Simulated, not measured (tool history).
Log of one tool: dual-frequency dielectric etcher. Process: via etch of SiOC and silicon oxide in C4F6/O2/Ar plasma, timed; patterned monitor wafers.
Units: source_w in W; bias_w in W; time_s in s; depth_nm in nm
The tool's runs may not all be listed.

{"run": 1, "day": 0.0, "source_w": 410, "bias_w": 165, "time_s": 62.5, "depth_nm": 69.264}
{"run": 2, "day": 0.158, "source_w": 440, "bias_w": 169, "time_s": 62.5, "depth_nm": 72.033}
{"run": 3, "day": 0.196, "source_w": 440, "bias_w": 169, "time_s": 57.5, "depth_nm": 66.412}
{"run": 4, "day": 0.225, "source_w": 440, "bias_w": 194, "time_s": 57.5, "depth_nm": 69.796}
{"run": 5, "day": 0.496, "source_w": 460, "bias_w": 200, "time_s": 58.0, "depth_nm": 72.656}
{"run": 6, "day": 0.738, "source_w": 480, "bias_w": 203, "time_s": 58.0, "depth_nm": 74.088}
{"run": 7, "day": 0.804, "source_w": 490, "bias_w": 207, "time_s": 58.0, "depth_nm": 75.425}
{"run": 8, "day": 0.983, "source_w": 500, "bias_w": 210, "time_s": 58.0, "depth_nm": 76.522}
{"run": 9, "day": 1.129, "source_w": 510, "bias_w": 212, "time_s": 58.0, "depth_nm": 77.509}

The next listed run, before its measurement:
{"run": 10, "day": 1.171, "source_w": 520, "bias_w": 214, "time_s": 58.0, "depth_nm": "?"}

{"run 10": {"depth_nm": 78.115}}
